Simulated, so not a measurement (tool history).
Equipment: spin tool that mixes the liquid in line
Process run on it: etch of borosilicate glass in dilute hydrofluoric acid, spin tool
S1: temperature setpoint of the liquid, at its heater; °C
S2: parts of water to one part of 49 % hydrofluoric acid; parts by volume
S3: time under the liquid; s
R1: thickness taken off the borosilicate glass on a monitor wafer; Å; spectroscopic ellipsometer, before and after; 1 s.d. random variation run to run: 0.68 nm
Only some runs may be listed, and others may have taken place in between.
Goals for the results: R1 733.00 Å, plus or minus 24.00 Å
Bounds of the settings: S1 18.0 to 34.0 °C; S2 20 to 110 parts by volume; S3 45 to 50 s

run  hour    S1  S2  S3      R1
  1   0.0  26.0  60  45  325.33
  2   1.2  26.0  40  45  512.75
  3   6.1  28.0  40  45  552.89
  4  13.2  29.5  40  45  593.84
  5  19.6  30.5  40  45  608.21
  6  27.3  31.5  40  45  625.37
  7  32.0  32.0  40  45  653.06
  8  41.0  32.5  40  45  657.20
  9  48.7  33.0  40  45  664.27
 10  49.3  33.5  40  45  680.97
 11  56.0  34.0  40  45  695.08
 12  63.2  34.0  35  45  808.46
 13  70.2  33.5  35  45  794.27

Which of these 5 next moves meets every target?
  A  77.2  32.5  30  45   ?
  B  77.2  33.5  40  45   ?
  C  77.2  34.0  35  50   ?
  D  77.2  33.0  40  45   ?
  E  77.2  31.5  35  45   ?

move      R1
   A  894.82
   B  686.03
   C  895.80
   D  672.90
   E  731.32
A: further off than the last run
B: carries the result that was furthest off beyond its target, to the other side
C: further off than the last run
D: carries the result that was furthest off beyond its target, to the other side
E: all results land within tolerance of their targets
The move that meets every target is E.
